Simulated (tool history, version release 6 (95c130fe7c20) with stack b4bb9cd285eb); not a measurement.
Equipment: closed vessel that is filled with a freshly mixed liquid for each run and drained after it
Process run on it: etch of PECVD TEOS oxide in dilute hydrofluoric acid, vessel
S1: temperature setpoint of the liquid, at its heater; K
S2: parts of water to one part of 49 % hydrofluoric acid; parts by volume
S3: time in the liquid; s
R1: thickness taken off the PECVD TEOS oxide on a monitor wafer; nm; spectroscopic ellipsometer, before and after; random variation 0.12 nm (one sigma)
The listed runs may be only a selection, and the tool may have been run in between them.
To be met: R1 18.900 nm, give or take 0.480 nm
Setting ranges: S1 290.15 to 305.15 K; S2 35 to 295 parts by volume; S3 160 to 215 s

| run | hour | S1 | S2 | S3 | R1 |
|---|---|---|---|---|---|
| 1 | 0.0 | 297.15 | 165 | 215 | 16.301 |
| 2 | 5.2 | 297.15 | 140 | 215 | 19.661 |
| 3 | 13.5 | 297.15 | 95 | 215 | 30.696 |
| 4 | 17.7 | 295.65 | 100 | 215 | 27.135 |
| 5 | 21.3 | 295.65 | 100 | 160 | 20.154 |
| 6 | 27.3 | 295.65 | 140 | 160 | 13.867 |
| 7 | 29.5 | 296.15 | 140 | 160 | 13.978 |
| 8 | 38.3 | 297.15 | 140 | 160 | 14.593 |
| 9 | 44.2 | 298.65 | 140 | 160 | 15.428 |
| 10 | 53.5 | 299.65 | 140 | 160 | 16.045 |
| 11 | 61.6 | 300.65 | 140 | 160 | 16.771 |
| 12 | 63.7 | 301.65 | 140 | 160 | 17.231 |
| 13 | 65.4 | 302.15 | 140 | 160 | 17.652 |
| 14 | 73.4 | 302.15 | 140 | 160 | 17.374 |

Consider the 5 candidate settings below. Which is the only one whose results all fall within their allowed miss of target?
| A | 81.4 | 300.15 | 165 | 200 | ? |
| B | 81.4 | 300.65 | 155 | 170 | ? |
| C | 81.4 | 301.15 | 170 | 210 | ? |
| D | 81.4 | 299.15 | 145 | 200 | ? |
| E | 81.4 | 301.15 | 125 | 165 | ? |

| move | R1 |
|---|---|
| A | 16.949 |
| B | 15.812 |
| C | 17.806 |
| D | 19.037 |
| E | 20.135 |
A: its largest miss is bigger than the last run's
B: its largest miss is bigger than the last run's
C: better than the last run, though not everything is in spec
D: every result within its allowed miss
E: moves the result that the last run missed by most past its target, out the other side
So the answer is move D, the one that meets all the targets.
